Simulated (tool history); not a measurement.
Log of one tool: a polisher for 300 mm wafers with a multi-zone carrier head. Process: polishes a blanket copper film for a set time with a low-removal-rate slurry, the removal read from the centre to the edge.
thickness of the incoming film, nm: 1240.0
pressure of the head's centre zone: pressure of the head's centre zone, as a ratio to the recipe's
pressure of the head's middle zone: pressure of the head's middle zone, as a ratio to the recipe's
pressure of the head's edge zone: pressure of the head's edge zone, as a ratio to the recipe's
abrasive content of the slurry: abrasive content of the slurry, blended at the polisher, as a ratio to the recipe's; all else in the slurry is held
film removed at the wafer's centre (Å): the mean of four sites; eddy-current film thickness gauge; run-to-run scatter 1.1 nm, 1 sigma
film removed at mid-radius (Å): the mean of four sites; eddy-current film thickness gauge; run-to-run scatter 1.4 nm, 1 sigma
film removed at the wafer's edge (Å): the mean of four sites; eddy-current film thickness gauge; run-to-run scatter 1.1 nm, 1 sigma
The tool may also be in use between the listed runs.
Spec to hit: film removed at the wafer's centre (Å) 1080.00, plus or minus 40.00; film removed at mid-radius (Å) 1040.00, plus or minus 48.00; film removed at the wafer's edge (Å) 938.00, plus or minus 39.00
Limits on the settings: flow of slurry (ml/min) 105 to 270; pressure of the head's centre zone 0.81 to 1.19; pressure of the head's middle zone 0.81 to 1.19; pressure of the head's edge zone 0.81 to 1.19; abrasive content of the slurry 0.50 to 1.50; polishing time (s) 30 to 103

run,hour,flow of slurry (ml/min),pressure of the head's centre zone,pressure of the head's middle zone,pressure of the head's edge zone,abrasive content of the slurry,polishing time (s),film removed at the wafer's centre (Å),film removed at mid-radius (Å),film removed at the wafer's edge (Å)
1,0.0,175,1.00,1.00,1.00,1.00,66,1227.70,1223.30,1221.80
2,3.3,175,1.00,1.00,0.98,0.95,65,1215.70,1175.50,1144.50
3,7.4,140,1.00,1.00,0.98,0.95,65,1158.10,1155.20,1132.00
4,10.1,140,1.00,1.00,1.05,0.95,65,1137.70,1147.90,1195.50
5,14.6,140,1.00,1.00,1.05,0.75,65,1101.80,1094.00,1136.10
6,19.2,140,1.00,1.00,1.03,0.75,65,1084.50,1119.80,1133.10
7,27.5,140,1.01,1.00,1.01,0.75,65,1107.10,1112.50,1122.50
8,30.4,140,1.06,1.06,0.91,0.50,62,1035.90,1039.20,955.75

Next run, 5 choices. One meets every target within its allowed miss, the rest don't. Which?
A,33.3,140,1.10,1.06,0.87,0.55,62,?,?,?
B,33.3,115,1.00,0.99,0.90,0.65,63,?,?,?
C,33.3,135,0.97,1.13,0.91,0.55,65,?,?,?
D,33.3,175,1.01,1.09,0.95,0.50,61,?,?,?
E,33.3,155,0.94,1.04,0.95,0.50,63,?,?,?

move,film removed at the wafer's centre (Å),film removed at mid-radius (Å),film removed at the wafer's edge (Å)
A,1077.40,1051.80,946.63
B,989.25,999.82,976.41
C,1001.00,1157.40,1002.10
D,1007.30,1082.60,970.29
E,953.66,1053.70,988.52
A: every result within its allowed miss
B: misses by more than the last run did
C: misses by more than the last run did
D: misses by more than the last run did
E: misses by more than the last run did
The right move is A.
